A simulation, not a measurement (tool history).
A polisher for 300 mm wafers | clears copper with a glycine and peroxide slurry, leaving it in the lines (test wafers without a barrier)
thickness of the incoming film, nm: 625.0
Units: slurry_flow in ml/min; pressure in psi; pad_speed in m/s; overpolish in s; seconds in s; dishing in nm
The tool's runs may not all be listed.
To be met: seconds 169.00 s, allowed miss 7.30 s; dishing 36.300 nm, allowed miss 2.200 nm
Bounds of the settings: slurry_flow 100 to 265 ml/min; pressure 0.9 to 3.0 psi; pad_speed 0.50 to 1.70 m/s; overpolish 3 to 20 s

run,hour,slurry_flow,pressure,pad_speed,overpolish,seconds,dishing
1,0.0,170,1.9,1.10,10,132.64,35.352
2,2.2,205,1.9,1.10,10,126.23,36.475
3,8.3,190,1.7,1.10,11,139.53,35.764
4,16.0,180,1.6,1.08,12,149.55,37.345
5,19.5,180,1.6,1.08,8,149.43,25.998
6,27.9,180,1.3,1.08,8,176.18,21.646
7,32.3,175,1.4,1.06,10,168.60,28.878
8,34.8,170,1.4,1.04,11,171.77,30.460

4 next moves are on the table. One of them brings every result within its allowed miss. Which?
A,37.3,125,1.5,1.08,13,?,?
B,37.3,145,1.3,1.02,11,?,?
C,37.3,165,1.3,1.02,9,?,?
D,37.3,180,1.2,1.18,10,?,?

move,seconds,dishing
A,168.07,35.800
B,187.54,28.045
C,183.02,23.940
D,172.29,27.616
A: meets every target
B: further off than the last run
C: further off than the last run
D: further off than the last run
Move A is the one to make.
